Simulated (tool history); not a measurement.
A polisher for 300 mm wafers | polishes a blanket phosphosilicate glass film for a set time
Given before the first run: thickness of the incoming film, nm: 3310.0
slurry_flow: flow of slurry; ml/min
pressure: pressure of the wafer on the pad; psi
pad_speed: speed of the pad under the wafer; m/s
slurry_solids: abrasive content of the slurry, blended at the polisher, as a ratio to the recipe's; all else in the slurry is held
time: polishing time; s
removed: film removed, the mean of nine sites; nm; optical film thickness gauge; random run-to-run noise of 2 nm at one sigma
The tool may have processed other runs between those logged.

{"run": 1, "hour": 0.0, "slurry_flow": 205, "pressure": 3.8, "pad_speed": 0.96, "slurry_solids": 1, "time": 29, "removed": 294.26}
{"run": 2, "hour": 5.0, "slurry_flow": 175, "pressure": 3.8, "pad_speed": 0.96, "slurry_solids": 1, "time": 29, "removed": 290.18}
{"run": 3, "hour": 7.1, "slurry_flow": 175, "pressure": 3.4, "pad_speed": 0.96, "slurry_solids": 1, "time": 29, "removed": 259.15}
{"run": 4, "hour": 13.9, "slurry_flow": 175, "pressure": 3.4, "pad_speed": 0.96, "slurry_solids": 1.1, "time": 29, "removed": 266.56}
{"run": 5, "hour": 17.3, "slurry_flow": 175, "pressure": 3.1, "pad_speed": 0.96, "slurry_solids": 1.1, "time": 29, "removed": 243.56}
{"run": 6, "hour": 22.6, "slurry_flow": 140, "pressure": 3.1, "pad_speed": 0.96, "slurry_solids": 1.1, "time": 29, "removed": 232.59}

Run 7 has not been measured yet. What should we expect?
{"run": 7, "hour": 25.3, "slurry_flow": 135, "pressure": 2.1, "pad_speed": 0.94, "slurry_solids": 1.1, "time": 29, "removed": "?"}

removed: 154.06 nm

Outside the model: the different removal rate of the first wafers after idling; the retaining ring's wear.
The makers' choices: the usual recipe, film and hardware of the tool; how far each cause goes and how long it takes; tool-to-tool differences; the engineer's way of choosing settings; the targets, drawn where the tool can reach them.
